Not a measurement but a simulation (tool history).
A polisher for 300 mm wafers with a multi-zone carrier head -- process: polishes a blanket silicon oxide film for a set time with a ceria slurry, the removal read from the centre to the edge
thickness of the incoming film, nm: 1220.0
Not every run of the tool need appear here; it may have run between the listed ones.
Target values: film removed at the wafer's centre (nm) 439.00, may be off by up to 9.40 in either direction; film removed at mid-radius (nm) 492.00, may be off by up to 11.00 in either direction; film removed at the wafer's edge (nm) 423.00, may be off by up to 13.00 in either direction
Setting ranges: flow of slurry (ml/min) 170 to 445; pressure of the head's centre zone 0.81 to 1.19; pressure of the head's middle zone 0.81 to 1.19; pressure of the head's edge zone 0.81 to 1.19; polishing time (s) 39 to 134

| run | day | flow of slurry (ml/min) | pressure of the head's centre zone | pressure of the head's middle zone | pressure of the head's edge zone | polishing time (s) | film removed at the wafer's centre (nm) | film removed at mid-radius (nm) | film removed at the wafer's edge (nm) |
|---|---|---|---|---|---|---|---|---|---|
| 1 | 0.000 | 285 | 1.00 | 1.00 | 1.00 | 86 | 318.31 | 309.32 | 311.03 |
| 2 | 0.271 | 285 | 1.00 | 1.00 | 0.96 | 86 | 314.95 | 311.67 | 304.89 |
| 3 | 0.512 | 300 | 1.00 | 1.04 | 0.98 | 91 | 337.13 | 337.39 | 331.76 |
| 4 | 0.754 | 295 | 1.00 | 1.07 | 0.95 | 96 | 355.15 | 366.27 | 337.19 |
| 5 | 1.012 | 295 | 1.00 | 1.07 | 0.95 | 79 | 289.88 | 304.11 | 281.99 |
| 6 | 1.362 | 300 | 1.00 | 1.10 | 0.95 | 87 | 323.84 | 341.86 | 305.47 |
| 7 | 1.712 | 305 | 0.99 | 1.12 | 0.96 | 93 | 343.66 | 372.91 | 329.76 |
| 8 | 1.867 | 315 | 0.99 | 1.14 | 0.97 | 97 | 356.77 | 396.24 | 355.94 |
| 9 | 1.938 | 325 | 1.00 | 1.15 | 0.96 | 100 | 373.45 | 419.49 | 359.19 |
| 10 | 2.012 | 340 | 1.01 | 1.16 | 0.98 | 102 | 388.05 | 419.14 | 369.57 |
| 11 | 2.067 | 340 | 1.01 | 1.17 | 0.98 | 105 | 399.31 | 440.84 | 378.14 |
| 12 | 2.092 | 340 | 1.01 | 1.17 | 0.98 | 107 | 399.01 | 445.48 | 391.25 |
| 13 | 2.438 | 340 | 1.01 | 1.17 | 0.98 | 109 | 412.88 | 462.64 | 396.03 |
| 14 | 2.508 | 405 | 1.03 | 1.19 | 1.05 | 111 | 439.90 | 481.16 | 421.76 |
| 15 | 2.671 | 405 | 1.03 | 1.19 | 1.04 | 111 | 436.51 | 479.21 | 421.25 |
| 16 | 2.788 | 405 | 1.03 | 1.19 | 1.03 | 111 | 430.37 | 483.05 | 415.42 |

Which one of the following 4 next-run settings gets every result inside its allowed miss? There is exactly one.
| A | 2.904 | 430 | 1.08 | 1.19 | 1.03 | 108 | ? | ? | ? |
| B | 2.904 | 340 | 0.96 | 1.16 | 0.93 | 114 | ? | ? | ? |
| C | 2.904 | 445 | 1.02 | 1.19 | 0.99 | 113 | ? | ? | ? |
| D | 2.904 | 445 | 0.94 | 1.19 | 0.92 | 113 | ? | ? | ? |

| move | film removed at the wafer's centre (nm) | film removed at mid-radius (nm) | film removed at the wafer's edge (nm) |
|---|---|---|---|
| A | 440.25 | 470.27 | 409.61 |
| B | 412.23 | 476.82 | 405.99 |
| C | 440.08 | 493.37 | 421.19 |
| D | 411.09 | 493.59 | 406.85 |
A: brings the result that was furthest off to its target, and leaves another outside
B: misses by more than the last run did
C: each result inside its tolerance
D: misses by more than the last run did
Correct choice: C, which meets every target
